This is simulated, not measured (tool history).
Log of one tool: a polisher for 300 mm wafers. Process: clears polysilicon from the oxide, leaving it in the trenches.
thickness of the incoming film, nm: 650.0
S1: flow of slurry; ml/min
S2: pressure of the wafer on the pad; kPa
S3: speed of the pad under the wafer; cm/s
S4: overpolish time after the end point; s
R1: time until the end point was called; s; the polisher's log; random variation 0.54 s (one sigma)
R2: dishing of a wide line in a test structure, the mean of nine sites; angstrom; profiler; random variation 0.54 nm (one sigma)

Run 1, hour 0: S1 185 ml/min, S2 20 kPa, S3 122 cm/s, S4 15 s. Result: R1 34.871 s, R2 561.58 angstrom.
Run 2, hour 2.7: S1 185 ml/min, S2 19.3 kPa, S3 122 cm/s, S4 12 s. Result: R1 35.113 s, R2 562.44 angstrom.
Run 3, hour 11.2: S1 185 ml/min, S2 19.3 kPa, S3 142 cm/s, S4 12 s. Result: R1 32.569 s, R2 548.69 angstrom.
Run 4, hour 13: S1 180 ml/min, S2 17.2 kPa, S3 154 cm/s, S4 10 s. Result: R1 33.665 s, R2 553.04 angstrom.
Run 5, hour 18.2: S1 205 ml/min, S2 15.2 kPa, S3 162 cm/s, S4 9 s. Result: R1 36.105 s, R2 546.18 angstrom.
Run 6, hour 20.2: S1 175 ml/min, S2 15.2 kPa, S3 162 cm/s, S4 9 s. Result: R1 36.869 s, R2 544.05 angstrom.

Run 7 comes next. What will it give?
Run 7, hour 23.7: S1 160 ml/min, S2 14.5 kPa, S3 168 cm/s, S4 8 s. Result: R1 ?, R2 ?.

R1: 37.345 s
R2: 530.57 angstrom
